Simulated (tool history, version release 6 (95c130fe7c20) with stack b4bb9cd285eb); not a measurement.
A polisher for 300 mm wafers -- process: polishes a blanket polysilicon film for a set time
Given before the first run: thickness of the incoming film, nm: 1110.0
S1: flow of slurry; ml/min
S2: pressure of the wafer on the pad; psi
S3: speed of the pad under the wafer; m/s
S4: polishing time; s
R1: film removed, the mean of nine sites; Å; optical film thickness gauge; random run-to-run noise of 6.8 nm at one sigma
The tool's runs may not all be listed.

| run | hour | S1 | S2 | S3 | S4 | R1 |
|---|---|---|---|---|---|---|
| 1 | 0.0 | 240 | 2.3 | 0.86 | 94 | 4917.9 |
| 2 | 1.5 | 205 | 2.3 | 0.86 | 94 | 4901.1 |
| 3 | 3.5 | 205 | 2.7 | 0.86 | 94 | 5654.3 |
| 4 | 7.0 | 235 | 2.7 | 0.86 | 94 | 5821.2 |
| 5 | 12.1 | 245 | 3.0 | 0.86 | 94 | 6474.1 |
| 6 | 18.4 | 245 | 3.0 | 0.68 | 94 | 5089.8 |
| 7 | 19.0 | 245 | 3.2 | 0.74 | 94 | 5880.7 |
| 8 | 26.2 | 250 | 3.3 | 0.80 | 94 | 6548.9 |
| 9 | 32.0 | 250 | 3.4 | 0.84 | 94 | 7163.8 |
| 10 | 37.8 | 250 | 3.5 | 0.86 | 94 | 7388.1 |
| 11 | 42.2 | 255 | 3.5 | 0.88 | 94 | 7742.5 |

Run 12 comes next. What will it give?
| 12 | 49.1 | 260 | 3.5 | 0.90 | 94 | ? |

{"run 12": {"R1": 7981.3}}
